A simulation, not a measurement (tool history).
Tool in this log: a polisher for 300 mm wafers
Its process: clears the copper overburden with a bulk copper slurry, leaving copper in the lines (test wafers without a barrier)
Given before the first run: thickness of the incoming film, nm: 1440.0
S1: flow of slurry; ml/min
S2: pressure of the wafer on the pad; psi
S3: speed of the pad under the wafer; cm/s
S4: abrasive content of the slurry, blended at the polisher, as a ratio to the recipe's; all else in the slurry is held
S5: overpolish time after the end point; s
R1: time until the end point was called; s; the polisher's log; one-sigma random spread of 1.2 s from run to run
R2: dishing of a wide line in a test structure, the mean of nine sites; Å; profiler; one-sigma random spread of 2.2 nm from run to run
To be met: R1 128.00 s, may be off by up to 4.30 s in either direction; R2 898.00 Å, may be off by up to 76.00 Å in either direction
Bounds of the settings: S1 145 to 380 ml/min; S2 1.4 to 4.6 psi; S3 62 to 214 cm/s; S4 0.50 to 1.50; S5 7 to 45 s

run,hour,S1,S2,S3,S4,S5,R1,R2
1,0.0,245,3.0,138,1.00,23,118.23,1225.70
2,7.7,280,3.0,138,1.00,23,116.11,1216.40
3,13.8,280,3.0,138,1.10,23,114.53,1209.20
4,15.3,280,3.0,138,1.10,27,114.68,1323.30
5,19.4,280,3.0,138,1.25,27,111.45,1358.60
6,27.7,280,3.0,124,1.25,27,124.51,1270.80
7,31.2,280,3.0,124,1.25,25,121.07,1174.50
8,34.2,280,3.0,124,1.25,24,120.54,1223.10
9,38.4,280,3.0,124,1.25,22,123.09,1134.90
10,40.6,280,2.9,126,1.25,13,123.79,834.30

Which one of the following 5 next-run settings gets every result inside its allowed miss? There is exactly one.
A,42.8,335,2.4,146,1.25,16,?,?
B,42.8,310,3.1,124,1.25,14,?,?
C,42.8,180,3.4,114,1.50,16,?,?
D,42.8,305,2.9,120,1.25,11,?,?
E,42.8,180,3.5,120,1.25,16,?,?

move,R1,R2
A,129.08,893.14
B,118.91,894.83
C,118.96,991.65
D,131.00,693.39
E,114.48,1021.20
A: meets every target
B: lands further from the targets than the last run did
C: lands further from the targets than the last run did
D: meets the target for the result that was furthest off, but another lies outside its allowed miss
E: lands further from the targets than the last run did
The right move is A.
